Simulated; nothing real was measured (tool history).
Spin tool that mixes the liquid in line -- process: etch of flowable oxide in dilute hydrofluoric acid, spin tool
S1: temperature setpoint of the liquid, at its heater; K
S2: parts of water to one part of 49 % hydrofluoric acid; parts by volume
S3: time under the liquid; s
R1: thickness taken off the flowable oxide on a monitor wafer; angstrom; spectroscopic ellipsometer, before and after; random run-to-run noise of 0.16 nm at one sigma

run 1 day=0.000 | S1=297.15 S2=55 S3=15 | R1=192.24
run 2 day=0.112 | S1=297.15 S2=65 S3=15 | R1=161.56
run 3 day=0.321 | S1=298.65 S2=60 S3=15 | R1=186.48
run 4 day=0.683 | S1=300.15 S2=55 S3=15 | R1=216.35
run 5 day=0.750 | S1=298.65 S2=55 S3=15 | R1=205.80
run 6 day=0.862 | S1=300.15 S2=50 S3=15 | R1=242.73
run 7 day=0.975 | S1=301.15 S2=50 S3=15 | R1=251.34

Forecast run 8:
run 8 day=1.317 | S1=302.15 S2=50 S3=15 | R1=?

R1: 260.09 angstrom
